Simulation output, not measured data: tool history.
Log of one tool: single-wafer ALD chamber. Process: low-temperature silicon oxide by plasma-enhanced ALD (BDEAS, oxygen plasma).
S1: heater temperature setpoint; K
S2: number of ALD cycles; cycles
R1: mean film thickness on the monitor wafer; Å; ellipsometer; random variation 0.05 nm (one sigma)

| run | hour | S1 | S2 | R1 |
|---|---|---|---|---|
| 1 | 0.0 | 368.15 | 64 | 97.566 |
| 2 | 7.9 | 364.15 | 66 | 102.330 |
| 3 | 11.3 | 373.15 | 66 | 98.921 |
| 4 | 18.1 | 368.15 | 67 | 103.160 |
| 5 | 23.1 | 368.15 | 64 | 96.870 |
| 6 | 29.8 | 368.15 | 69 | 104.970 |
| 7 | 38.7 | 364.15 | 69 | 106.850 |

The next listed run, before its measurement:
| 8 | 39.5 | 361.15 | 69 | ? |

R1: 107.620 Å
